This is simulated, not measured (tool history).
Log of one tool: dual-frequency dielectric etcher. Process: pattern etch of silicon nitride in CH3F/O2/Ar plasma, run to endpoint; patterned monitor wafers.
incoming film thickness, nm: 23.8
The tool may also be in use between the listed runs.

Run 1, hour 0: source power (kW) 0.44, bias power (kW) 0.102. Result: endpoint time (s) 28.083.
Run 2, hour 2: source power (kW) 0.44, bias power (kW) 0.113. Result: endpoint time (s) 27.23.
Run 3, hour 4.9: source power (kW) 0.41, bias power (kW) 0.108. Result: endpoint time (s) 28.373.
Run 4, hour 7.7: source power (kW) 0.38, bias power (kW) 0.104. Result: endpoint time (s) 29.36.
Run 5, hour 15.6: source power (kW) 0.38, bias power (kW) 0.093. Result: endpoint time (s) 30.719.
Run 6, hour 20.7: source power (kW) 0.36, bias power (kW) 0.092. Result: endpoint time (s) 31.64.
Run 7, hour 21.5: source power (kW) 0.35, bias power (kW) 0.091. Result: endpoint time (s) 31.876.

What does the tool deliver on the next run?
Run 8, hour 26.9: source power (kW) 0.34, bias power (kW) 0.09. Result: endpoint time (s) ?.

endpoint time (s): 32.334

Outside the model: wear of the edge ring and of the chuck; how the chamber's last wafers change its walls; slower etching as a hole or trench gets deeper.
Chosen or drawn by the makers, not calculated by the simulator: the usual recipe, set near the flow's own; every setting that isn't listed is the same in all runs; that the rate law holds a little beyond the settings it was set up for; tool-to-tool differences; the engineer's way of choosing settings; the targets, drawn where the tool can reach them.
